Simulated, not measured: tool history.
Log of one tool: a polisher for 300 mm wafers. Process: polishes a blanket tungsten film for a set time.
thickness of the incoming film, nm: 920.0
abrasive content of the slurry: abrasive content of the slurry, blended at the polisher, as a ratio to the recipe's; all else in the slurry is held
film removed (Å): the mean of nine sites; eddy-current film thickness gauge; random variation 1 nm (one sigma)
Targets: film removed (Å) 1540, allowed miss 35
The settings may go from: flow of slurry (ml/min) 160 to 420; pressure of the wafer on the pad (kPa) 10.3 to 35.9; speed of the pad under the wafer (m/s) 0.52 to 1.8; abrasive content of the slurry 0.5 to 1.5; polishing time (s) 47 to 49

run,day,flow of slurry (ml/min),pressure of the wafer on the pad (kPa),speed of the pad under the wafer (m/s),abrasive content of the slurry,polishing time (s),film removed (Å)
1,0,270,22.8,1.16,1,47,2250.3
2,0.317,270,22.8,1.16,1,49,2338.6
3,0.433,270,22.8,1,1,49,2100.9
4,0.638,270,22.8,1,0.9,49,2008.2
5,0.992,215,22.8,1,0.9,49,1960.8
6,1.042,210,21.4,1,0.9,49,1848.1
7,1.258,205,16.5,1,0.9,49,1486.7
8,1.521,210,16.5,1,0.9,49,1501.7
9,1.671,215,16.5,1,0.9,49,1501.6
10,1.892,220,16.5,1,0.9,49,1495.8

Which of these 5 next moves meets every target?
A,2.112,230,15.9,1,0.95,47,?
B,2.112,160,19.3,0.92,1.05,49,?
C,2.112,220,14.5,1.18,0.9,49,?
D,2.112,225,12.4,1.3,0.95,47,?
E,2.112,215,15.9,1.12,0.95,49,?

move,film removed (Å)
A,1413.6
B,1588.3
C,1524.8
D,1426.8
E,1597.7
A: further off than the last run
B: takes the result that was furthest off past its target
C: meets every target
D: further off than the last run
E: takes the result that was furthest off past its target
Answer: C

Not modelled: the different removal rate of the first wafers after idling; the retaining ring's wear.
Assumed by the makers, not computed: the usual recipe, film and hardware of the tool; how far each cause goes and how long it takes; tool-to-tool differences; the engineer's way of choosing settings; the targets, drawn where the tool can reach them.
